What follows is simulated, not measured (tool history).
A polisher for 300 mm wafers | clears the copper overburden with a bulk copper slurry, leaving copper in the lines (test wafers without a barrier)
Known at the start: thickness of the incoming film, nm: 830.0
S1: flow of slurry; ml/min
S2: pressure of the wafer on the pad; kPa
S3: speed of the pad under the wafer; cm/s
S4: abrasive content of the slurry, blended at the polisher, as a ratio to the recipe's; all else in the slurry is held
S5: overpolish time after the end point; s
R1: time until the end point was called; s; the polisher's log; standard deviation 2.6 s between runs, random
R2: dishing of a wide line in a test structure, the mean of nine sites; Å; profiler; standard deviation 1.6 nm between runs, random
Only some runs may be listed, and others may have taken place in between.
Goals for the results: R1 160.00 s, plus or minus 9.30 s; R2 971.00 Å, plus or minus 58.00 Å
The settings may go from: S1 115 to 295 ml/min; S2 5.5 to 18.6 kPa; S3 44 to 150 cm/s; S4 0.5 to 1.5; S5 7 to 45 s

| run | hour | S1 | S2 | S3 | S4 | S5 | R1 | R2 |
|---|---|---|---|---|---|---|---|---|
| 1 | 0.0 | 190 | 11.7 | 96 | 1.0 | 23 | 167.46 | 651.29 |
| 2 | 6.3 | 190 | 11.7 | 96 | 1.0 | 25 | 165.79 | 709.17 |
| 3 | 15.1 | 190 | 11.7 | 96 | 1.0 | 27 | 161.41 | 743.42 |
| 4 | 17.1 | 190 | 11.7 | 116 | 1.0 | 27 | 134.11 | 821.75 |
| 5 | 20.2 | 190 | 11.7 | 114 | 1.0 | 29 | 140.24 | 863.12 |
| 6 | 21.3 | 190 | 11.7 | 114 | 1.0 | 30 | 139.51 | 846.33 |
| 7 | 25.9 | 190 | 11.7 | 112 | 1.0 | 32 | 140.89 | 936.76 |
| 8 | 29.3 | 190 | 11.7 | 112 | 1.0 | 33 | 142.22 | 904.64 |
| 9 | 37.2 | 190 | 11.7 | 112 | 1.0 | 34 | 140.54 | 947.53 |
| 10 | 44.6 | 190 | 10.3 | 110 | 1.0 | 39 | 165.49 | 907.14 |

Exercise: of the 4 proposed moves below, exactly one satisfies all targets within the stated allowed misses. Which move is it?
| A | 52.0 | 215 | 11.7 | 94 | 1.1 | 35 | ? | ? |
| B | 52.0 | 195 | 11.0 | 122 | 1.0 | 37 | ? | ? |
| C | 52.0 | 195 | 9.7 | 116 | 1.1 | 45 | ? | ? |
| D | 52.0 | 190 | 10.3 | 104 | 1.0 | 35 | ? | ? |

| move | R1 | R2 |
|---|---|---|
| A | 157.69 | 890.88 |
| B | 134.63 | 982.51 |
| C | 156.74 | 966.99 |
| D | 167.91 | 837.13 |
A: moves away from the targets compared with the last run
B: meets the target for the result that was furthest off, but another lies outside its allowed miss
C: every result within its allowed miss
D: moves away from the targets compared with the last run
Correct choice: C, which meets every target
